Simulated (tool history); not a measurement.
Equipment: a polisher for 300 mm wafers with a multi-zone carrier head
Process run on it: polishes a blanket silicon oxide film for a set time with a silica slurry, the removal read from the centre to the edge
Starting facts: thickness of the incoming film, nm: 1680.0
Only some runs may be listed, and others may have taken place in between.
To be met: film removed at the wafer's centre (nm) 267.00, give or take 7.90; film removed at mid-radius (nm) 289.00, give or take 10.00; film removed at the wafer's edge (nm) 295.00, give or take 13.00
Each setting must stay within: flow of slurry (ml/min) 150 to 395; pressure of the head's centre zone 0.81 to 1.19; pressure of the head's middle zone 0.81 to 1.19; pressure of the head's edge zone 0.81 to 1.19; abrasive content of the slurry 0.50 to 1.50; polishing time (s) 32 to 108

run,hour,flow of slurry (ml/min),pressure of the head's centre zone,pressure of the head's middle zone,pressure of the head's edge zone,abrasive content of the slurry,polishing time (s),film removed at the wafer's centre (nm),film removed at mid-radius (nm),film removed at the wafer's edge (nm)
1,0.0,250,1.00,1.00,1.00,1.00,70,215.83,208.09,213.93
2,8.8,250,1.00,1.00,1.00,1.00,63,192.25,188.74,191.90
3,16.5,250,0.99,1.02,1.04,1.10,65,204.81,205.83,211.19
4,25.4,255,0.99,1.04,1.07,1.20,67,224.53,226.45,229.09
5,29.4,305,0.99,1.04,1.07,1.20,67,226.04,230.59,238.71
6,31.8,320,0.99,1.06,1.09,1.25,67,233.07,235.38,237.63
7,34.0,320,0.97,1.06,1.10,1.30,69,233.91,247.59,259.02
8,37.6,325,0.97,1.07,1.11,1.35,70,244.86,256.31,259.05
9,44.5,330,0.96,1.07,1.12,1.40,71,249.96,268.76,266.85
10,49.5,340,0.96,1.07,1.14,1.40,72,258.11,268.87,272.52
11,51.7,345,0.95,1.07,1.14,1.40,73,256.46,278.46,282.08
12,60.1,350,0.95,1.07,1.15,1.40,73,257.19,274.07,280.19
13,68.3,355,0.95,1.07,1.15,1.40,73,258.67,275.63,281.16
14,76.7,360,0.94,1.07,1.16,1.45,73,258.25,277.44,297.17

Below are 4 possible settings for the next run. Only one of them brings all results inside the allowed miss of their targets. Which is it?
A,85.1,395,0.87,0.87,1.19,1.45,81,?,?,?
B,85.1,360,0.94,1.07,1.16,1.45,75,?,?,?
C,85.1,390,0.86,1.05,1.18,1.50,73,?,?,?
D,85.1,375,0.88,0.89,1.17,1.50,79,?,?,?

move,film removed at the wafer's centre (nm),film removed at mid-radius (nm),film removed at the wafer's edge (nm)
A,263.99,262.34,330.17
B,262.49,286.76,299.14
C,238.20,280.06,299.07
D,262.63,262.97,322.14
A: further off than the last run
B: all results land within tolerance of their targets
C: brings the result that was furthest off to its target, and leaves another outside
D: further off than the last run
B meets every target.
